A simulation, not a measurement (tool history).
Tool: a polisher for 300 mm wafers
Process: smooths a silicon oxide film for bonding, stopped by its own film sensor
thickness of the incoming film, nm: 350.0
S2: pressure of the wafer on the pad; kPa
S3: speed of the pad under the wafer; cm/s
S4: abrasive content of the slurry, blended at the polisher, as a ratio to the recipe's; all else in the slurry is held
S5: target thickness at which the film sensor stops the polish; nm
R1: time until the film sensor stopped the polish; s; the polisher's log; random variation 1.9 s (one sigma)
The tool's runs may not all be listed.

{"run": 1, "day": 0.0, "flow of slurry (ml/min)": 310, "S2": 18.6, "S3": 106, "S4": 1, "S5": 239, "R1": 109.76}
{"run": 2, "day": 0.154, "flow of slurry (ml/min)": 310, "S2": 17.2, "S3": 102, "S4": 1, "S5": 239, "R1": 118.74}
{"run": 3, "day": 0.267, "flow of slurry (ml/min)": 310, "S2": 15.9, "S3": 98, "S4": 1, "S5": 239, "R1": 133.98}
{"run": 4, "day": 0.329, "flow of slurry (ml/min)": 310, "S2": 15.9, "S3": 98, "S4": 1, "S5": 234, "R1": 137.06}
{"run": 5, "day": 0.517, "flow of slurry (ml/min)": 310, "S2": 15.2, "S3": 96, "S4": 1, "S5": 234, "R1": 148.6}
{"run": 6, "day": 0.767, "flow of slurry (ml/min)": 310, "S2": 14.5, "S3": 94, "S4": 1, "S5": 234, "R1": 153.64}
{"run": 7, "day": 0.9, "flow of slurry (ml/min)": 310, "S2": 13.8, "S3": 92, "S4": 1, "S5": 234, "R1": 165.64}

Run 8 comes next. What will it give?
{"run": 8, "day": 0.933, "flow of slurry (ml/min)": 305, "S2": 9, "S3": 90, "S4": 1, "S5": 234, "R1": "?"}

R1: 252.67 s

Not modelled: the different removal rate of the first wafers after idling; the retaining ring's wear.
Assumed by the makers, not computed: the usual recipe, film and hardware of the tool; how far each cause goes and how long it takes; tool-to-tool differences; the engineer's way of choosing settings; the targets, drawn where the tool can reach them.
